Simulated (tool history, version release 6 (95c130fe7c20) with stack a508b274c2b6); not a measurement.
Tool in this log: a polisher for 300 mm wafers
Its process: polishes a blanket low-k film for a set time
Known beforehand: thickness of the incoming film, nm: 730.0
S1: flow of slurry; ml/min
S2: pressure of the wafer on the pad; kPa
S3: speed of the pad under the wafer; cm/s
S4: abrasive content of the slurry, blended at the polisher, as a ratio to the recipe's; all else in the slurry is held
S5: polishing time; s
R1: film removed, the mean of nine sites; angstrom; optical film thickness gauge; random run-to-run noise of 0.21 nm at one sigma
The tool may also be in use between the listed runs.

| run | hour | S1 | S2 | S3 | S4 | S5 | R1 |
|---|---|---|---|---|---|---|---|
| 1 | 0.0 | 135 | 15.9 | 102 | 1.00 | 27 | 125.12 |
| 2 | 7.3 | 115 | 15.9 | 102 | 1.00 | 27 | 118.26 |
| 3 | 13.9 | 115 | 15.9 | 120 | 1.00 | 27 | 136.77 |
| 4 | 17.2 | 115 | 15.9 | 120 | 1.15 | 27 | 151.09 |
| 5 | 24.1 | 120 | 16.5 | 120 | 1.15 | 27 | 160.61 |
| 6 | 30.1 | 125 | 16.5 | 120 | 1.15 | 27 | 159.61 |

Run 7 comes next. What will it give?
| 7 | 32.5 | 130 | 16.5 | 120 | 1.15 | 27 | ? |

R1: 162.62 angstrom
